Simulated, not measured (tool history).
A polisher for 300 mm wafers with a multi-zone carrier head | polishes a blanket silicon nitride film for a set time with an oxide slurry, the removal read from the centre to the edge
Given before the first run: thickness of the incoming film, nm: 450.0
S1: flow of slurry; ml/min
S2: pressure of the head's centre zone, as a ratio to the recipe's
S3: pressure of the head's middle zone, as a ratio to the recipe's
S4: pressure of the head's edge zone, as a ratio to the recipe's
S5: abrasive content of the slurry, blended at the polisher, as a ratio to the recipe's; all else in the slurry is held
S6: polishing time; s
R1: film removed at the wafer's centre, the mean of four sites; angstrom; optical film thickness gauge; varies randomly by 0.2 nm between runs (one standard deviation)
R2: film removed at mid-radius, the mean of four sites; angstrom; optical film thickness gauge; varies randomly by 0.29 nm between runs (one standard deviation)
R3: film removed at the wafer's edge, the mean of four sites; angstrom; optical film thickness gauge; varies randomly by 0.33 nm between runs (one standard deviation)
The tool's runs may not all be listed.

Run 1, hour 0.0: S1 135 ml/min, S2 1.00, S3 1.00, S4 1.00, S5 1.00, S6 60 s. Result: R1 353.90 angstrom, R2 355.67 angstrom, R3 354.34 angstrom.
Run 2, hour 9.0: S1 135 ml/min, S2 1.00, S3 1.00, S4 1.00, S5 0.80, S6 60 s. Result: R1 328.01 angstrom, R2 335.98 angstrom, R3 336.76 angstrom.
Run 3, hour 11.9: S1 120 ml/min, S2 1.00, S3 1.00, S4 1.00, S5 0.80, S6 60 s. Result: R1 323.41 angstrom, R2 327.80 angstrom, R3 325.89 angstrom.
Run 4, hour 19.0: S1 120 ml/min, S2 1.00, S3 1.00, S4 1.00, S5 1.00, S6 60 s. Result: R1 343.53 angstrom, R2 342.49 angstrom, R3 349.24 angstrom.
Run 5, hour 19.9: S1 115 ml/min, S2 0.98, S3 0.98, S4 0.98, S5 0.90, S6 58 s. Result: R1 317.69 angstrom, R2 326.11 angstrom, R3 320.68 angstrom.
Run 6, hour 21.8: S1 115 ml/min, S2 0.98, S3 0.91, S4 0.98, S5 0.90, S6 58 s. Result: R1 307.42 angstrom, R2 298.35 angstrom, R3 314.27 angstrom.
Run 7, hour 28.5: S1 110 ml/min, S2 0.96, S3 0.90, S4 0.97, S5 0.80, S6 57 s. Result: R1 277.46 angstrom, R2 276.34 angstrom, R3 300.44 angstrom.
Run 8, hour 36.6: S1 110 ml/min, S2 0.96, S3 0.90, S4 0.97, S5 0.80, S6 57 s. Result: R1 281.75 angstrom, R2 277.40 angstrom, R3 297.74 angstrom.
Run 9, hour 43.3: S1 105 ml/min, S2 0.95, S3 0.89, S4 0.95, S5 0.75, S6 56 s. Result: R1 264.27 angstrom, R2 253.91 angstrom, R3 277.40 angstrom.
Run 10, hour 46.5: S1 105 ml/min, S2 0.93, S3 0.90, S4 0.93, S5 0.70, S6 56 s. Result: R1 256.96 angstrom, R2 256.63 angstrom, R3 276.63 angstrom.
Run 11, hour 50.8: S1 105 ml/min, S2 0.92, S3 0.90, S4 0.92, S5 0.65, S6 55 s. Result: R1 242.42 angstrom, R2 239.47 angstrom, R3 263.20 angstrom.

Estimate the outcome of run 12 from the log above:
Run 12, hour 55.1: S1 100 ml/min, S2 0.91, S3 0.91, S4 0.90, S5 0.60, S6 55 s. Result: R1 ?, R2 ?, R3 ?.

R1: 225.27 angstrom
R2: 233.61 angstrom
R3: 248.74 angstrom
